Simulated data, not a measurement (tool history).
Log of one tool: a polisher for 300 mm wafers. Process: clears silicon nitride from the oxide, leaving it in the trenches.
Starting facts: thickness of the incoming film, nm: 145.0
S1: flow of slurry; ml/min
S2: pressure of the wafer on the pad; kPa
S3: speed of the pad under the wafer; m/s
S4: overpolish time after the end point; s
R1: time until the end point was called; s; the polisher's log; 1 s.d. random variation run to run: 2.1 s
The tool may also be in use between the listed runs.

Run 1, hour 0.0: S1 135 ml/min, S2 20.7 kPa, S3 0.96 m/s, S4 23 s. Result: R1 213.39 s.
Run 2, hour 8.4: S1 135 ml/min, S2 20.7 kPa, S3 0.96 m/s, S4 23 s. Result: R1 209.64 s.
Run 3, hour 9.9: S1 135 ml/min, S2 22.1 kPa, S3 0.98 m/s, S4 23 s. Result: R1 192.80 s.
Run 4, hour 18.4: S1 155 ml/min, S2 22.1 kPa, S3 0.98 m/s, S4 23 s. Result: R1 181.38 s.
Run 5, hour 21.8: S1 155 ml/min, S2 22.1 kPa, S3 0.78 m/s, S4 23 s. Result: R1 231.71 s.
Run 6, hour 24.9: S1 155 ml/min, S2 17.2 kPa, S3 0.78 m/s, S4 23 s. Result: R1 286.01 s.
Run 7, hour 25.6: S1 160 ml/min, S2 19.3 kPa, S3 0.82 m/s, S4 23 s. Result: R1 244.87 s.
Run 8, hour 32.4: S1 165 ml/min, S2 21.4 kPa, S3 0.84 m/s, S4 23 s. Result: R1 211.63 s.
Run 9, hour 38.6: S1 170 ml/min, S2 22.8 kPa, S3 0.86 m/s, S4 23 s. Result: R1 194.71 s.
Run 10, hour 39.8: S1 170 ml/min, S2 24.1 kPa, S3 0.88 m/s, S4 23 s. Result: R1 186.65 s.

Forecast run 11:
Run 11, hour 41.1: S1 170 ml/min, S2 25.5 kPa, S3 0.90 m/s, S4 23 s. Result: R1 ?.

R1: 171.16 s
